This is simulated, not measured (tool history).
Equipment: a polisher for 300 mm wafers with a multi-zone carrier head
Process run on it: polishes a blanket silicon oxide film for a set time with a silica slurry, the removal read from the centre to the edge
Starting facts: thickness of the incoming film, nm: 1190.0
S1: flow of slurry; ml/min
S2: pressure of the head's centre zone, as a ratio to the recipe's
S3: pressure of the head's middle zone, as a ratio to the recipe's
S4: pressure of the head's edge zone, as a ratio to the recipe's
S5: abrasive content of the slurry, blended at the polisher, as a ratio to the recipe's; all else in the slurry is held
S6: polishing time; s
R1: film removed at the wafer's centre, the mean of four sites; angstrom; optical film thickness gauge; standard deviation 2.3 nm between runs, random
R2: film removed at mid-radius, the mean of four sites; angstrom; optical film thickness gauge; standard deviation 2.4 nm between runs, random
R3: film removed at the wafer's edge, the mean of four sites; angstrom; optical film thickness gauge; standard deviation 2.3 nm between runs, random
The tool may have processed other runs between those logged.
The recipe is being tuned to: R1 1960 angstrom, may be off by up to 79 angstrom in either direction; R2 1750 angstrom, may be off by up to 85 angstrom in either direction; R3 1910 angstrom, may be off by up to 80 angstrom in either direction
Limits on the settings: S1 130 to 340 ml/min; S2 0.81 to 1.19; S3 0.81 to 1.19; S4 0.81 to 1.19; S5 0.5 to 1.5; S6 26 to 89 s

Run 1, hour 0: S1 220 ml/min, S2 1, S3 1, S4 1, S5 1, S6 57 s. Result: R1 1548.6 angstrom, R2 1470.7 angstrom, R3 1389.6 angstrom.
Run 2, hour 6.2: S1 220 ml/min, S2 1, S3 0.98, S4 1.03, S5 1.1, S6 57 s. Result: R1 1573.7 angstrom, R2 1504.7 angstrom, R3 1516.1 angstrom.
Run 3, hour 8.5: S1 220 ml/min, S2 1, S3 0.98, S4 0.96, S5 1.1, S6 57 s. Result: R1 1555.7 angstrom, R2 1530 angstrom, R3 1485.5 angstrom.
Run 4, hour 14.3: S1 220 ml/min, S2 1.05, S3 0.98, S4 0.96, S5 1.1, S6 57 s. Result: R1 1647.8 angstrom, R2 1524.4 angstrom, R3 1472.8 angstrom.
Run 5, hour 22.1: S1 225 ml/min, S2 1.06, S3 0.97, S4 0.98, S5 1.2, S6 57 s. Result: R1 1721.5 angstrom, R2 1556 angstrom, R3 1532.1 angstrom.
Run 6, hour 25.3: S1 200 ml/min, S2 1.06, S3 0.97, S4 0.98, S5 1.2, S6 57 s. Result: R1 1703.7 angstrom, R2 1533.9 angstrom, R3 1497.1 angstrom.
Run 7, hour 29.4: S1 220 ml/min, S2 1.06, S3 0.96, S4 1, S5 1.25, S6 57 s. Result: R1 1771.1 angstrom, R2 1601.3 angstrom, R3 1570.4 angstrom.
Run 8, hour 31.3: S1 230 ml/min, S2 1.05, S3 0.94, S4 1.02, S5 1.3, S6 57 s. Result: R1 1776.3 angstrom, R2 1632.7 angstrom, R3 1617.1 angstrom.
Run 9, hour 40.4: S1 235 ml/min, S2 1.05, S3 0.91, S4 1.05, S5 1.35, S6 58 s. Result: R1 1867.7 angstrom, R2 1628 angstrom, R3 1666.6 angstrom.
Run 10, hour 48.5: S1 235 ml/min, S2 1.03, S3 0.9, S4 1.07, S5 1.4, S6 59 s. Result: R1 1833.3 angstrom, R2 1657.4 angstrom, R3 1780.8 angstrom.
Run 11, hour 49.7: S1 235 ml/min, S2 1.03, S3 0.9, S4 1.07, S5 1.4, S6 59 s. Result: R1 1890 angstrom, R2 1633.2 angstrom, R3 1752.8 angstrom.
Run 12, hour 58.5: S1 240 ml/min, S2 1.02, S3 0.91, S4 1.08, S5 1.4, S6 59 s. Result: R1 1832.1 angstrom, R2 1644.8 angstrom, R3 1739.1 angstrom.
Run 13, hour 59.7: S1 240 ml/min, S2 1.02, S3 0.9, S4 1.08, S5 1.4, S6 60 s. Result: R1 1876.9 angstrom, R2 1674.1 angstrom, R3 1779.8 angstrom.

4 next moves are on the table. One of them brings every result within its allowed miss. Which?
Run A, hour 60.9: S1 205 ml/min, S2 0.94, S3 0.81, S4 1.19, S5 1.45, S6 69 s. Result: R1 ?, R2 ?, R3 ?.
Run B, hour 60.9: S1 260 ml/min, S2 1.01, S3 0.88, S4 1.14, S5 1.35, S6 64 s. Result: R1 ?, R2 ?, R3 ?.
Run C, hour 60.9: S1 285 ml/min, S2 1.1, S3 0.85, S4 1.09, S5 1.35, S6 58 s. Result: R1 ?, R2 ?, R3 ?.
Run D, hour 60.9: S1 340 ml/min, S2 1.18, S3 0.97, S4 1.05, S5 1.4, S6 56 s. Result: R1 ?, R2 ?, R3 ?.

move      R1      R2      R3
   A  2007.8  1762.7  2126.1
   B  2020.8  1746.9  1942.5
   C  2012.2  1560.1  1749.7
   D  2148.9  1706.6  1711.3
A: takes the result that was furthest off past its target
B: each result inside its tolerance
C: further off than the last run
D: further off than the last run
Move B is the one to make.
